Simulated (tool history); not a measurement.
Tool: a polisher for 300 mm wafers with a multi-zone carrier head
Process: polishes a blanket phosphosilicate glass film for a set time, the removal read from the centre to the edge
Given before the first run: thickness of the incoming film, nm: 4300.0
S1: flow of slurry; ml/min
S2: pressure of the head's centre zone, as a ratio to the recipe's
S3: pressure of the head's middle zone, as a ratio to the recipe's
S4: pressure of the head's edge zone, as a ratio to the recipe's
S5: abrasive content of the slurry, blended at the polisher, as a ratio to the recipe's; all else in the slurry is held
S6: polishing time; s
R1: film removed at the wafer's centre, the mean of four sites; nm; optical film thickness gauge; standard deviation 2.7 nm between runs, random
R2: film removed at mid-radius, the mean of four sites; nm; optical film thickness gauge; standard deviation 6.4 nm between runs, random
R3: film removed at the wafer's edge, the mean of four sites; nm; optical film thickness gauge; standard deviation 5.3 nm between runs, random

run,hour,S1,S2,S3,S4,S5,S6,R1,R2,R3
1,0.0,235,1.00,1.00,1.00,1.00,37,348.95,354.84,356.37
2,8.3,235,1.06,1.00,1.00,1.00,37,371.84,355.61,350.16
3,14.8,235,1.03,1.06,0.99,1.05,37,366.50,377.83,352.82
4,22.6,210,1.03,1.06,0.99,1.05,37,360.69,368.22,355.60
5,24.2,210,1.03,1.06,0.99,1.05,30,291.83,299.04,291.55
6,28.7,240,1.00,1.10,1.00,1.20,30,300.96,332.34,305.90
7,37.0,240,1.00,1.10,1.00,1.20,30,297.91,331.62,296.73
8,40.3,235,0.98,1.13,1.02,1.30,32,320.00,361.41,337.55

Run 9 has not been measured yet. What should we expect?
9,48.1,260,0.96,1.15,1.01,1.35,33,?,?,?

{"run 9": {"R1": 331.0, "R2": 391.42, "R3": 344.78}}

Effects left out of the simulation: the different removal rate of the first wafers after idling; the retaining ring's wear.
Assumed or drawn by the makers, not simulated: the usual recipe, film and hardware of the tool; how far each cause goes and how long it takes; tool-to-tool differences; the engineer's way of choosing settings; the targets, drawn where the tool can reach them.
